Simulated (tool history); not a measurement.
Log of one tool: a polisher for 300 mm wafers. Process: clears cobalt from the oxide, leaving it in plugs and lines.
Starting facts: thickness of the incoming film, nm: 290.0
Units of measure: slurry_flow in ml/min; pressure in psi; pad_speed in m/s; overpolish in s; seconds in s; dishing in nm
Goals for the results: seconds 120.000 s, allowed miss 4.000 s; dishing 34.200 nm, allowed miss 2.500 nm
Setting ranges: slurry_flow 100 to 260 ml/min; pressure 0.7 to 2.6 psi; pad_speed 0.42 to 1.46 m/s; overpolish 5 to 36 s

Run 1, hour 0.0: slurry_flow 165 ml/min, pressure 1.6 psi, pad_speed 0.94 m/s, overpolish 18 s. Result: seconds 75.528 s, dishing 53.861 nm.
Run 2, hour 6.1: slurry_flow 160 ml/min, pressure 1.4 psi, pad_speed 0.94 m/s, overpolish 17 s. Result: seconds 85.237 s, dishing 46.411 nm.
Run 3, hour 7.2: slurry_flow 155 ml/min, pressure 1.2 psi, pad_speed 0.94 m/s, overpolish 17 s. Result: seconds 99.515 s, dishing 41.008 nm.
Run 4, hour 9.8: slurry_flow 155 ml/min, pressure 1.2 psi, pad_speed 0.94 m/s, overpolish 22 s. Result: seconds 98.510 s, dishing 50.552 nm.
Run 5, hour 11.1: slurry_flow 155 ml/min, pressure 1.2 psi, pad_speed 0.82 m/s, overpolish 22 s. Result: seconds 111.750 s, dishing 45.145 nm.
Run 6, hour 19.7: slurry_flow 155 ml/min, pressure 1.2 psi, pad_speed 0.82 m/s, overpolish 27 s. Result: seconds 113.080 s, dishing 54.342 nm.
Run 7, hour 24.9: slurry_flow 155 ml/min, pressure 1.2 psi, pad_speed 0.82 m/s, overpolish 23 s. Result: seconds 112.040 s, dishing 47.205 nm.
Run 8, hour 33.4: slurry_flow 150 ml/min, pressure 1.2 psi, pad_speed 0.82 m/s, overpolish 21 s. Result: seconds 111.680 s, dishing 43.634 nm.
Run 9, hour 34.8: slurry_flow 150 ml/min, pressure 1.2 psi, pad_speed 0.82 m/s, overpolish 19 s. Result: seconds 112.790 s, dishing 41.178 nm.
Run 10, hour 37.2: slurry_flow 150 ml/min, pressure 1.2 psi, pad_speed 0.82 m/s, overpolish 19 s. Result: seconds 111.870 s, dishing 41.988 nm.
Run 11, hour 39.7: slurry_flow 140 ml/min, pressure 1.1 psi, pad_speed 0.82 m/s, overpolish 14 s. Result: seconds 123.420 s, dishing 29.947 nm.
Run 12, hour 45.5: slurry_flow 145 ml/min, pressure 1.1 psi, pad_speed 0.82 m/s, overpolish 15 s. Result: seconds 125.840 s, dishing 31.860 nm.

Which one of the following 4 next-run settings gets every result inside its allowed miss? There is exactly one.
Run A, hour 51.3: slurry_flow 110 ml/min, pressure 1.0 psi, pad_speed 0.94 m/s, overpolish 16 s. Result: seconds ?, dishing ?.
Run B, hour 51.3: slurry_flow 165 ml/min, pressure 0.9 psi, pad_speed 0.92 m/s, overpolish 15 s. Result: seconds ?, dishing ?.
Run C, hour 51.3: slurry_flow 145 ml/min, pressure 1.1 psi, pad_speed 0.80 m/s, overpolish 14 s. Result: seconds ?, dishing ?.
Run D, hour 51.3: slurry_flow 105 ml/min, pressure 1.2 psi, pad_speed 0.72 m/s, overpolish 15 s. Result: seconds ?, dishing ?.

move  seconds  dishing
   A  120.960   33.813
   B  131.130   29.990
   C  125.850   29.284
   D  132.320   29.757
A: each result inside its tolerance
B: further off than the last run
C: further off than the last run
D: further off than the last run
Move A is the one to make.
